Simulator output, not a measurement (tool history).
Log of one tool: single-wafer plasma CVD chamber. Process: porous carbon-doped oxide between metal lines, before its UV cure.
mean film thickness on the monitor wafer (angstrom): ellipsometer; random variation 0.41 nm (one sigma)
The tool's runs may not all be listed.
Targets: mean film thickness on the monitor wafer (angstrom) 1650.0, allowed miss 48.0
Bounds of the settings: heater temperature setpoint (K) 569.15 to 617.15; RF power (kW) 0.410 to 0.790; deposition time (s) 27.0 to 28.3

run	hour	heater temperature setpoint (K)	RF power (kW)	deposition time (s)	mean film thickness on the monitor wafer (angstrom)
1	0.0	593.15	0.600	28.3	1366.5
2	1.8	593.15	0.535	28.3	1290.1
3	9.8	593.15	0.535	28.3	1286.9
4	12.0	593.15	0.535	28.3	1284.1
5	15.5	588.15	0.575	28.3	1369.4
6	21.2	588.15	0.575	27.0	1308.5
7	26.8	586.15	0.615	27.3	1382.0
8	30.5	584.15	0.645	27.6	1448.4
# hour 37.9: RF generator calibrated
9	37.9	575.15	0.735	28.3	1713.5

Which of these 5 next moves meets every target?
A	45.3	578.15	0.790	28.3	?
B	45.3	571.15	0.735	28.3	?
C	45.3	576.15	0.790	28.2	?
D	45.3	575.15	0.750	28.3	?
E	45.3	578.15	0.735	27.6	?

move	mean film thickness on the monitor wafer (angstrom)
A	1752.3
B	1744.6
C	1763.3
D	1729.2
E	1645.5
A: further off than the last run
B: further off than the last run
C: further off than the last run
D: further off than the last run
E: meets every target
The right move is E.

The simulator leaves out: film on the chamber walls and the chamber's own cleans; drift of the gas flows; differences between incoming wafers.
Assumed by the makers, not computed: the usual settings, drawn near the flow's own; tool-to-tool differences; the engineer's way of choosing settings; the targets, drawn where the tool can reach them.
